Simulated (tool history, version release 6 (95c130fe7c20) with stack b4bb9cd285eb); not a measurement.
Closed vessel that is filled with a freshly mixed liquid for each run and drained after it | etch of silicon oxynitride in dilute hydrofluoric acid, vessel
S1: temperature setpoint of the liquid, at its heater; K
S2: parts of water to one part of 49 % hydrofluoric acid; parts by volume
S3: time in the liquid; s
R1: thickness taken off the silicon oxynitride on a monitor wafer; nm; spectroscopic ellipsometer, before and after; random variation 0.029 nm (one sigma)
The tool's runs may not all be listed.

run	day	S1	S2	S3	R1
1	0	295.15	140	535	7.3342
2	0.162	296.15	140	535	7.7358
3	0.217	296.15	165	535	6.4752
4	0.462	296.15	165	410	4.9593
5	0.592	296.15	165	410	4.9433
6	0.804	294.65	165	410	4.6203
7	0.875	296.65	165	410	5.0727
8	1.217	298.15	160	410	5.597
9	1.442	299.15	155	410	6.0934
10	1.65	300.15	150	410	6.5637
11	1.733	300.65	145	410	7.016
12	2.004	301.15	140	410	7.4725
13	2.133	301.65	140	410	7.6676
14	2.512	302.15	140	410	7.795
15	2.683	302.65	135	410	8.3621
16	2.788	303.15	135	410	8.4848
17	2.917	303.15	135	450	9.2772
18	3.258	302.65	135	450	9.1248
19	3.562	302.65	135	450	9.0874

The next listed run, before its measurement:
20	3.938	302.15	135	450	?

R1: 8.8842 nm
